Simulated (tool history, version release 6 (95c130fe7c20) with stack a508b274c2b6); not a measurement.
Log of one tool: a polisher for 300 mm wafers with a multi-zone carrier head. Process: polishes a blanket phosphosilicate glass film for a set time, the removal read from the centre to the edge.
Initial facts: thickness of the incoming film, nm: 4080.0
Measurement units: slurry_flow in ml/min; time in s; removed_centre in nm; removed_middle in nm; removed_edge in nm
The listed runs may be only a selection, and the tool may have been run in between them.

Run 1, hour 0.0: slurry_flow 125 ml/min, centre_zone 1.00, middle_zone 1.00, edge_zone 1.00, slurry_solids 1.0, time 56 s. Result: removed_centre 459.29 nm, removed_middle 458.19 nm, removed_edge 454.55 nm.
Run 2, hour 4.2: slurry_flow 120 ml/min, centre_zone 0.99, middle_zone 0.98, edge_zone 0.96, slurry_solids 0.9, time 56 s. Result: removed_centre 430.37 nm, removed_middle 415.06 nm, removed_edge 412.09 nm.
Run 3, hour 10.6: slurry_flow 120 ml/min, centre_zone 0.99, middle_zone 0.98, edge_zone 0.96, slurry_solids 1.0, time 56 s. Result: removed_centre 454.92 nm, removed_middle 444.58 nm, removed_edge 434.18 nm.
Run 4, hour 17.6: slurry_flow 120 ml/min, centre_zone 0.99, middle_zone 0.98, edge_zone 0.99, slurry_solids 1.0, time 56 s. Result: removed_centre 450.55 nm, removed_middle 444.67 nm, removed_edge 455.37 nm.
Run 5, hour 20.7: slurry_flow 120 ml/min, centre_zone 0.99, middle_zone 0.98, edge_zone 0.99, slurry_solids 1.0, time 46 s. Result: removed_centre 371.14 nm, removed_middle 363.72 nm, removed_edge 368.09 nm.
Run 6, hour 25.3: slurry_flow 120 ml/min, centre_zone 0.99, middle_zone 0.98, edge_zone 1.07, slurry_solids 1.0, time 46 s. Result: removed_centre 366.06 nm, removed_middle 365.17 nm, removed_edge 382.63 nm.
Run 7, hour 31.3: slurry_flow 110 ml/min, centre_zone 0.99, middle_zone 0.99, edge_zone 1.04, slurry_solids 1.0, time 46 s. Result: removed_centre 358.27 nm, removed_middle 360.00 nm, removed_edge 367.35 nm.
Run 8, hour 34.2: slurry_flow 105 ml/min, centre_zone 0.99, middle_zone 0.99, edge_zone 1.03, slurry_solids 1.0, time 46 s. Result: removed_centre 356.54 nm, removed_middle 357.50 nm, removed_edge 370.67 nm.
Run 9, hour 40.1: slurry_flow 100 ml/min, centre_zone 0.98, middle_zone 0.99, edge_zone 1.00, slurry_solids 1.0, time 46 s. Result: removed_centre 355.29 nm, removed_middle 347.32 nm, removed_edge 356.22 nm.
Run 10, hour 46.0: slurry_flow 95 ml/min, centre_zone 0.97, middle_zone 1.00, edge_zone 0.99, slurry_solids 1.0, time 46 s. Result: removed_centre 341.44 nm, removed_middle 350.47 nm, removed_edge 350.92 nm.

Run 11 comes next. What will it give?
Run 11, hour 47.4: slurry_flow 90 ml/min, centre_zone 0.97, middle_zone 1.00, edge_zone 0.98, slurry_solids 1.0, time 46 s. Result: removed_centre ?, removed_middle ?, removed_edge ?.

Run 11 came out at removed_centre 335.05 nm, removed_middle 342.83 nm, removed_edge 346.40 nm.

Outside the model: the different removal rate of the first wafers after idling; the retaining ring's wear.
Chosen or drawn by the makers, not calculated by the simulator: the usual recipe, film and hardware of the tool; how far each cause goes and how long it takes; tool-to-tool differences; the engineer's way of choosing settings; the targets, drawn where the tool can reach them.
